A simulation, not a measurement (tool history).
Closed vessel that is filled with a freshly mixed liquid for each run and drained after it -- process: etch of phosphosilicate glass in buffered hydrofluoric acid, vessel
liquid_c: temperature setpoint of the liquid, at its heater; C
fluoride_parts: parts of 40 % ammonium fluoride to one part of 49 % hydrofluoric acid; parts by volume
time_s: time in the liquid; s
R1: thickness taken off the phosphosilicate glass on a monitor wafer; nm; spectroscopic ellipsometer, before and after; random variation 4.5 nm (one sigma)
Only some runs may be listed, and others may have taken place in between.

{"run": 1, "hour": 0.0, "liquid_c": 23, "fluoride_parts": 7.5, "time_s": 90, "R1": 585.54}
{"run": 2, "hour": 5.6, "liquid_c": 22.5, "fluoride_parts": 7.5, "time_s": 90, "R1": 581.5}
{"run": 3, "hour": 13.6, "liquid_c": 22.5, "fluoride_parts": 7.5, "time_s": 90, "R1": 579.49}
{"run": 4, "hour": 21.2, "liquid_c": 22.5, "fluoride_parts": 7.5, "time_s": 95, "R1": 604.67}
{"run": 5, "hour": 25.9, "liquid_c": 22.5, "fluoride_parts": 6.5, "time_s": 95, "R1": 691.89}
{"run": 6, "hour": 31.6, "liquid_c": 22.5, "fluoride_parts": 6.5, "time_s": 95, "R1": 700.15}
{"run": 7, "hour": 34.3, "liquid_c": 21.5, "fluoride_parts": 6.5, "time_s": 95, "R1": 656.05}
{"run": 8, "hour": 35.5, "liquid_c": 21, "fluoride_parts": 6.5, "time_s": 95, "R1": 645.34}

Run 9, settings as shown, results not yet in. Your forecast:
{"run": 9, "hour": 40.9, "liquid_c": 20.5, "fluoride_parts": 6.5, "time_s": 95, "R1": "?"}

R1: 622.14 nm

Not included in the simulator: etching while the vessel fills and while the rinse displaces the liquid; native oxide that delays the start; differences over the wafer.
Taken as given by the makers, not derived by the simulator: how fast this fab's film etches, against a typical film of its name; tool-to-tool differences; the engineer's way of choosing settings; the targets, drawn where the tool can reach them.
